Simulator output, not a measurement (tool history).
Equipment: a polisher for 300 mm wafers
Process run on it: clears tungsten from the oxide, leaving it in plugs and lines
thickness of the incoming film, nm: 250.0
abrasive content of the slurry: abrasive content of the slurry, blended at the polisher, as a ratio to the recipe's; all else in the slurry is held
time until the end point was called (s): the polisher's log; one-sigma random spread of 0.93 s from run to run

run	day	flow of slurry (ml/min)	pressure of the wafer on the pad (kPa)	speed of the pad under the wafer (m/s)	abrasive content of the slurry	overpolish time after the end point (s)	time until the end point was called (s)
1	0.000	210	15.9	1.40	1.0	5	54.863
2	0.367	210	15.9	1.68	1.0	5	46.176
3	0.475	210	13.8	1.66	1.0	5	51.923
4	0.521	210	12.4	1.64	1.0	5	56.926
5	0.812	210	13.8	1.64	1.0	5	52.897
6	0.971	210	15.9	1.64	1.0	5	46.624
7	1.350	210	13.8	1.62	1.0	5	53.115
8	1.629	210	12.4	1.60	1.0	5	57.583

Run 9 is up next; what results do you expect?
9	1.879	210	11.0	1.58	1.0	5	?

{"run 9": {"time until the end point was called (s)": 64.746}}
